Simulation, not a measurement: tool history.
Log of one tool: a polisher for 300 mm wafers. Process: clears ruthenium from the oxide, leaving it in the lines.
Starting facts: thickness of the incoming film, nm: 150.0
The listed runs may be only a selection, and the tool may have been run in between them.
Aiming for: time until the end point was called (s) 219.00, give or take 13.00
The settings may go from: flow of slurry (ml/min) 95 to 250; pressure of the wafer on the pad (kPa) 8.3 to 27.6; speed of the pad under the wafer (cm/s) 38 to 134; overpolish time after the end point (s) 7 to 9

run  hour  flow of slurry (ml/min)  pressure of the wafer on the pad (kPa)  speed of the pad under the wafer (cm/s)  overpolish time after the end point (s)  time until the end point was called (s)
  1   0.0                      160                                    17.9                                       86                                        9                                   135.33
  2   1.4                      160                                    13.8                                       86                                        9                                   172.17
  3  10.0                      180                                    13.8                                       86                                        9                                   171.92
  4  12.3                      180                                    13.8                                       86                                        9                                   169.94
  5  18.1                      180                                    13.1                                       86                                        9                                   182.10
  6  21.2                      215                                    13.1                                       86                                        9                                   175.21
  7  27.1                      215                                    12.4                                       86                                        9                                   188.82
  8  30.6                      215                                    11.7                                       86                                        9                                   195.18
  9  38.6                      215                                     9.7                                       84                                        9                                   243.71

Which of these 5 next moves meets every target?
  A  46.6                      200                                     9.7                                       78                                        7                                        ?
  B  46.6                      220                                    11.0                                       66                                        9                                        ?
  C  46.6                      245                                    11.0                                       66                                        9                                        ?
  D  46.6                      225                                     8.3                                       86                                        9                                        ?
  E  46.6                      225                                    13.1                                       68                                        9                                        ?

move  time until the end point was called (s)
   A                                   260.95
   B                                   266.68
   C                                   263.30
   D                                   270.29
   E                                   219.27
A: its largest miss is bigger than the last run's
B: its largest miss is bigger than the last run's
C: its largest miss is bigger than the last run's
D: its largest miss is bigger than the last run's
E: all results land within tolerance of their targets
E is the move that brings every result within its allowed miss.
